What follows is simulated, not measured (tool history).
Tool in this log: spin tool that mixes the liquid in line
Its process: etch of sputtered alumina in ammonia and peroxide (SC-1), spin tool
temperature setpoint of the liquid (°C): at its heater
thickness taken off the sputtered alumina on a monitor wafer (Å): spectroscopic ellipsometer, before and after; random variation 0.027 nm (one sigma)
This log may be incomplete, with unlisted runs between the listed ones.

run,hour,temperature setpoint of the liquid (°C),parts of 29 % ammonia solution to one part of 30 % peroxide (parts by volume),time under the liquid (s),thickness taken off the sputtered alumina on a monitor wafer (Å)
1,0,62,0.6,45,67.488
2,1,60,0.6,45,60.974
3,6.2,60,0.55,45,59.526
4,15.2,65.5,0.55,45,78.862
5,20.5,63,0.55,45,70.182
6,25.8,61,0.55,45,64.179
7,32.9,59,0.55,45,57.228
8,39.7,57.5,0.55,45,53.348
9,45,56,0.55,45,49.298
10,45.9,55,0.55,45,46.806
11,53.8,54,0.55,45,43.682
12,54.5,53,0.55,45,41.64
13,60.8,52.5,0.55,45,40.973

What does the tool deliver on the next run?
14,69.6,52,0.55,45,?

thickness taken off the sputtered alumina on a monitor wafer (Å): 39.955

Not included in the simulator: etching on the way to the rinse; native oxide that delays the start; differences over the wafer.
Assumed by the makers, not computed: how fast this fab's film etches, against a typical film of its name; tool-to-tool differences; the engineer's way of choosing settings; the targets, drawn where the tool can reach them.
